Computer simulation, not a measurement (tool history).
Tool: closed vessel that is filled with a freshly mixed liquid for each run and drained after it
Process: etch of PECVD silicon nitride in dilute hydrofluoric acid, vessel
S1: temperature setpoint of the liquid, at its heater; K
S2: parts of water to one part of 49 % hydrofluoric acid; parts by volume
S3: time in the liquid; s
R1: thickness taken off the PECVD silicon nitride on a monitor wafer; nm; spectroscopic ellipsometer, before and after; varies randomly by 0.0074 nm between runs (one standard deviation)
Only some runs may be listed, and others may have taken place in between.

run	hour	S1	S2	S3	R1
1	0	298.15	195	395	3.4824
2	7.6	295.15	195	395	2.8633
3	14.2	297.15	195	395	3.2681
4	17	297.15	195	395	3.2582
5	19.5	295.15	200	395	2.7725
6	21.3	295.15	200	190	1.3421
7	27.9	296.15	200	190	1.4221

What will run 8 give?
8	31.6	297.15	200	190	?

Run 8 produced R1 1.5184 nm.
